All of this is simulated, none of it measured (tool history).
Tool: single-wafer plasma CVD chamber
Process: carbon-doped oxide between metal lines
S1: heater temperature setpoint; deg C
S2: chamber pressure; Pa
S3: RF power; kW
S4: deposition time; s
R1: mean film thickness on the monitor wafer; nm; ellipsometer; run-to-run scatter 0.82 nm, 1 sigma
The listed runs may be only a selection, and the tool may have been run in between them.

| run | hour | S1 | S2 | S3 | S4 | R1 |
|---|---|---|---|---|---|---|
| 1 | 0 | 365 | 529 | 0.46 | 26 | 116.36 |
| 2 | 1.7 | 365 | 457 | 0.46 | 26 | 113.56 |
| 3 | 9.9 | 373 | 457 | 0.46 | 26 | 111.71 |
| 4 | 16.1 | 372 | 481 | 0.48 | 26.1 | 116.18 |
| 5 | 17.4 | 371 | 505 | 0.5 | 26.2 | 122.09 |
| 6 | 20.6 | 370 | 528 | 0.51 | 26.2 | 123.82 |
| 7 | 22.9 | 369 | 543 | 0.52 | 26.2 | 126.03 |
| 8 | 27.7 | 369 | 553 | 0.53 | 26.2 | 130.26 |
| 9 | 29.4 | 368 | 567 | 0.535 | 26.2 | 130.26 |
| 10 | 31.5 | 368 | 576 | 0.54 | 26.2 | 131.97 |

For run 11, what comes out?
| 11 | 36 | 368 | 584 | 0.545 | 26.2 | ? |

{"run 11": {"R1": 133.06}}
